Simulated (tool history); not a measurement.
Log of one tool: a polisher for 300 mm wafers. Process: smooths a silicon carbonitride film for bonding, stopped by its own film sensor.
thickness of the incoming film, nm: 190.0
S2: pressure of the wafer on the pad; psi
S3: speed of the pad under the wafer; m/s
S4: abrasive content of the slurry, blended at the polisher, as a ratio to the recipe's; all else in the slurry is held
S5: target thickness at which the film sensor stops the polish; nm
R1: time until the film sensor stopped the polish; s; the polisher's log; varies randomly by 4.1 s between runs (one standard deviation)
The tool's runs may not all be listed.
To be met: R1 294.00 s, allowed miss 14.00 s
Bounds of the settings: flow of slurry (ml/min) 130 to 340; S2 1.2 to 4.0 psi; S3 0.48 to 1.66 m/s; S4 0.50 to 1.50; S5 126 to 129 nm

{"run": 1, "hour": 0.0, "flow of slurry (ml/min)": 220, "S2": 2.6, "S3": 1.06, "S4": 1.0, "S5": 129, "R1": 220.27}
{"run": 2, "hour": 3.4, "flow of slurry (ml/min)": 220, "S2": 2.5, "S3": 1.06, "S4": 1.0, "S5": 129, "R1": 226.39}
{"run": 3, "hour": 8.0, "flow of slurry (ml/min)": 220, "S2": 2.4, "S3": 1.06, "S4": 1.0, "S5": 129, "R1": 225.75}
{"run": 4, "hour": 15.5, "flow of slurry (ml/min)": 220, "S2": 3.0, "S3": 1.06, "S4": 1.0, "S5": 129, "R1": 203.0}
{"run": 5, "hour": 23.6, "flow of slurry (ml/min)": 220, "S2": 3.0, "S3": 1.06, "S4": 1.0, "S5": 129, "R1": 199.09}
{"run": 6, "hour": 32.5, "flow of slurry (ml/min)": 220, "S2": 2.8, "S3": 1.04, "S4": 1.0, "S5": 129, "R1": 213.73}
{"run": 7, "hour": 36.7, "flow of slurry (ml/min)": 220, "S2": 2.7, "S3": 1.02, "S4": 1.0, "S5": 129, "R1": 223.1}
{"run": 8, "hour": 37.8, "flow of slurry (ml/min)": 220, "S2": 2.6, "S3": 1.02, "S4": 1.0, "S5": 129, "R1": 225.23}
{"run": 9, "hour": 42.2, "flow of slurry (ml/min)": 220, "S2": 2.5, "S3": 1.0, "S4": 1.0, "S5": 129, "R1": 235.49}
{"run": 10, "hour": 46.1, "flow of slurry (ml/min)": 220, "S2": 2.4, "S3": 1.0, "S4": 1.0, "S5": 129, "R1": 236.46}
{"run": 11, "hour": 50.1, "flow of slurry (ml/min)": 220, "S2": 2.3, "S3": 0.98, "S4": 1.0, "S5": 129, "R1": 250.97}
{"run": 12, "hour": 51.0, "flow of slurry (ml/min)": 220, "S2": 1.9, "S3": 0.96, "S4": 1.0, "S5": 129, "R1": 284.82}

Consider the 4 candidate settings below. Which is the only one whose results all fall within their allowed miss of target?
{"run": "A", "hour": 51.9, "flow of slurry (ml/min)": 200, "S2": 1.8, "S3": 0.92, "S4": 1.15, "S5": 127, "R1": "?"}
{"run": "B", "hour": 51.9, "flow of slurry (ml/min)": 230, "S2": 1.9, "S3": 1.1, "S4": 0.9, "S5": 129, "R1": "?"}
{"run": "C", "hour": 51.9, "flow of slurry (ml/min)": 170, "S2": 2.3, "S3": 0.88, "S4": 1.3, "S5": 129, "R1": "?"}
{"run": "D", "hour": 51.9, "flow of slurry (ml/min)": 225, "S2": 1.7, "S3": 1.16, "S4": 1.1, "S5": 126, "R1": "?"}

move=A R1=294.73
move=B R1=268.81
move=C R1=254.17
move=D R1=263.88
A: hits every target within its allowed miss
B: misses by more than the last run did
C: misses by more than the last run did
D: misses by more than the last run did
The move that meets every target is A.
